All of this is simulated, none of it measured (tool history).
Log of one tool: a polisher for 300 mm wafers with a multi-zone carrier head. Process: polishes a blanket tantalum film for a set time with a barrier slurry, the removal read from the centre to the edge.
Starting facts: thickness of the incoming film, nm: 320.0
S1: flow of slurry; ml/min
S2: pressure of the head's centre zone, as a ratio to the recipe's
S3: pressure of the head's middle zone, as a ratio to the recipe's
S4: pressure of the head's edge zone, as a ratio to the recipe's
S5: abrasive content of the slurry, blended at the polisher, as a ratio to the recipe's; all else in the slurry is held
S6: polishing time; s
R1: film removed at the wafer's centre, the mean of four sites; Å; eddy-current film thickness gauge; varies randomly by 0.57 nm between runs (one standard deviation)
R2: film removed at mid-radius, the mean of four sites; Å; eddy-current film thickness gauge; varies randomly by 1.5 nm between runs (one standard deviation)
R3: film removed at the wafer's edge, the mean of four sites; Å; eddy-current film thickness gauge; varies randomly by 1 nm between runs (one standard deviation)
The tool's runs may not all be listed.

| run | day | S1 | S2 | S3 | S4 | S5 | S6 | R1 | R2 | R3 |
|---|---|---|---|---|---|---|---|---|---|---|
| 1 | 0.000 | 160 | 1.00 | 1.00 | 1.00 | 1.00 | 40 | 714.73 | 706.33 | 717.91 |
| 2 | 0.238 | 160 | 1.00 | 1.00 | 1.00 | 1.10 | 40 | 732.79 | 717.22 | 734.86 |
| 3 | 0.388 | 160 | 1.00 | 1.00 | 0.93 | 1.10 | 40 | 729.07 | 729.15 | 722.04 |
| 4 | 0.658 | 160 | 1.06 | 1.00 | 0.93 | 1.10 | 40 | 775.87 | 714.92 | 707.45 |
| 5 | 0.925 | 160 | 1.06 | 1.00 | 0.97 | 1.10 | 40 | 774.48 | 727.14 | 720.89 |
| 6 | 1.288 | 160 | 1.06 | 1.00 | 0.89 | 1.10 | 40 | 780.88 | 737.61 | 702.25 |
| 7 | 1.408 | 170 | 1.03 | 1.03 | 0.91 | 1.20 | 41 | 808.16 | 784.23 | 743.30 |

What does the tool deliver on the next run?
| 8 | 1.633 | 170 | 1.00 | 1.06 | 0.92 | 1.25 | 42 | ? | ? | ? |

For run 8 the tool returned R1 805.33 Å, R2 842.07 Å, R3 781.36 Å.

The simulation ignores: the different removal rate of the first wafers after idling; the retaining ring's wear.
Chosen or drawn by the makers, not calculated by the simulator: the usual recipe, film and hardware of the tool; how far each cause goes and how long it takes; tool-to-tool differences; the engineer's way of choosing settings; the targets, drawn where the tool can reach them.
